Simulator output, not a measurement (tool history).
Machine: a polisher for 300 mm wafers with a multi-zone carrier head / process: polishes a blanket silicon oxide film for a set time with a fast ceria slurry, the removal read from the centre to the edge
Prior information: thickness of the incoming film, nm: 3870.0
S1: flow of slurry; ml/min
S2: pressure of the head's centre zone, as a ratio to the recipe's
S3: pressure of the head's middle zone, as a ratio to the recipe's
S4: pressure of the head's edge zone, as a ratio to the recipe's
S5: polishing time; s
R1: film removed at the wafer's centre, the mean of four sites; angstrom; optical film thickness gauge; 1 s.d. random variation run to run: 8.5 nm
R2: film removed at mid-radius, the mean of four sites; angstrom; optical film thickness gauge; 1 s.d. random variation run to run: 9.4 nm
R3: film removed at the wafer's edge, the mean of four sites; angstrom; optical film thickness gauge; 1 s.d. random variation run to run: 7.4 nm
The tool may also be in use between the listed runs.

Run 1, hour 0.0: S1 235 ml/min, S2 1.00, S3 1.00, S4 1.00, S5 34 s. Result: R1 6196.7 angstrom, R2 6278.5 angstrom, R3 6222.0 angstrom.
Run 2, hour 6.5: S1 265 ml/min, S2 1.00, S3 1.00, S4 1.00, S5 34 s. Result: R1 6197.5 angstrom, R2 6472.6 angstrom, R3 6342.1 angstrom.
Run 3, hour 12.4: S1 270 ml/min, S2 1.01, S3 1.00, S4 1.02, S5 35 s. Result: R1 6408.3 angstrom, R2 6514.6 angstrom, R3 6513.5 angstrom.
Run 4, hour 17.3: S1 230 ml/min, S2 1.01, S3 1.00, S4 1.02, S5 35 s. Result: R1 6349.1 angstrom, R2 6350.9 angstrom, R3 6395.3 angstrom.
Run 5, hour 22.3: S1 230 ml/min, S2 1.01, S3 1.00, S4 1.02, S5 29 s. Result: R1 5312.4 angstrom, R2 5330.5 angstrom, R3 5284.8 angstrom.
Run 6, hour 27.2: S1 230 ml/min, S2 0.93, S3 1.00, S4 1.02, S5 29 s. Result: R1 4775.1 angstrom, R2 5407.9 angstrom, R3 5404.1 angstrom.
Run 7, hour 33.6: S1 240 ml/min, S2 0.95, S3 1.00, S4 1.03, S5 31 s. Result: R1 5267.3 angstrom, R2 5807.9 angstrom, R3 5701.7 angstrom.

What does the tool deliver on the next run?
Run 8, hour 41.2: S1 190 ml/min, S2 1.01, S3 0.92, S4 1.11, S5 41 s. Result: R1 ?, R2 ?, R3 ?.

{"run 8": {"R1": 7168.0, "R2": 6877.8, "R3": 7863.6}}
